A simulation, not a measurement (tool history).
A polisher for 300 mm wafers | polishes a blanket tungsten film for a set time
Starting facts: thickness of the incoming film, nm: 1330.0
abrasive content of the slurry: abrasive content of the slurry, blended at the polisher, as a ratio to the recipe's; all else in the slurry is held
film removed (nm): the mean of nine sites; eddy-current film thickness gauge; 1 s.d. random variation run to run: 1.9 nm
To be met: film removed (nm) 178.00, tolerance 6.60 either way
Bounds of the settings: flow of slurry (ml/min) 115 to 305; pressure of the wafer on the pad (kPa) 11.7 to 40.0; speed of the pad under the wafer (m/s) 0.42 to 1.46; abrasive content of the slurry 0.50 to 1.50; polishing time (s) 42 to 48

run,hour,flow of slurry (ml/min),pressure of the wafer on the pad (kPa),speed of the pad under the wafer (m/s),abrasive content of the slurry,polishing time (s),film removed (nm)
1,0.0,195,25.5,0.94,1.00,48,209.78
2,5.0,195,24.1,0.94,1.00,48,196.65
3,8.4,195,24.1,0.94,1.00,48,195.18
4,17.3,195,24.1,0.94,1.20,48,204.14
5,18.0,195,24.1,0.94,1.20,48,204.97
6,23.0,145,24.1,0.94,1.20,48,196.38
7,23.8,145,23.4,0.94,1.20,48,194.08
8,25.5,145,22.8,0.94,1.20,48,189.34

5 next moves are on the table. One of them brings every result within its allowed miss. Which?
A,27.2,165,22.8,1.14,1.30,42,?
B,27.2,120,22.8,0.96,1.50,47,?
C,27.2,185,22.1,0.82,1.10,48,?
D,27.2,145,21.4,0.88,1.15,47,?
E,27.2,125,26.2,0.90,1.20,42,?

move,film removed (nm)
A,207.73
B,195.14
C,163.08
D,162.62
E,179.05
A: lands further from the targets than the last run did
B: lands further from the targets than the last run did
C: takes the result that was furthest off past its target
D: takes the result that was furthest off past its target
E: each result inside its tolerance
E meets every target.

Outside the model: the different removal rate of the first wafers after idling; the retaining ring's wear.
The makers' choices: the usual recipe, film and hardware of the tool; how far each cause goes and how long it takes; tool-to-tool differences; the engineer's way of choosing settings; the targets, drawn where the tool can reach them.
